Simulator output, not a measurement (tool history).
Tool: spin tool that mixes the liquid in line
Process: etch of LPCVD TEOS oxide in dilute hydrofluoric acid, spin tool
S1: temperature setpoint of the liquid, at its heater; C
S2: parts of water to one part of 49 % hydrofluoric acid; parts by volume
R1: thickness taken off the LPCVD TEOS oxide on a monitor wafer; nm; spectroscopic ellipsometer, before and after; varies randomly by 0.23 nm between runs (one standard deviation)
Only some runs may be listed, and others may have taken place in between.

Run 1, hour 0: S1 23 C, S2 205 parts by volume, time under the liquid (s) 95. Result: R1 8.169 nm.
Run 2, hour 4.9: S1 25 C, S2 165 parts by volume, time under the liquid (s) 95. Result: R1 11.379 nm.
Run 3, hour 12.3: S1 25 C, S2 140 parts by volume, time under the liquid (s) 95. Result: R1 13.893 nm.
Run 4, hour 14.4: S1 26.5 C, S2 120 parts by volume, time under the liquid (s) 95. Result: R1 17.335 nm.
Run 5, hour 17.6: S1 26.5 C, S2 85 parts by volume, time under the liquid (s) 95. Result: R1 25.887 nm.
Run 6, hour 22: S1 26.5 C, S2 85 parts by volume, time under the liquid (s) 100. Result: R1 27.41 nm.
Run 7, hour 29: S1 27 C, S2 85 parts by volume, time under the liquid (s) 100. Result: R1 27.534 nm.
Run 8, hour 37.2: S1 27.5 C, S2 85 parts by volume, time under the liquid (s) 100. Result: R1 28.507 nm.

The next listed run, before its measurement:
Run 9, hour 41.4: S1 28 C, S2 85 parts by volume, time under the liquid (s) 100. Result: R1 ?.

R1: 28.896 nm
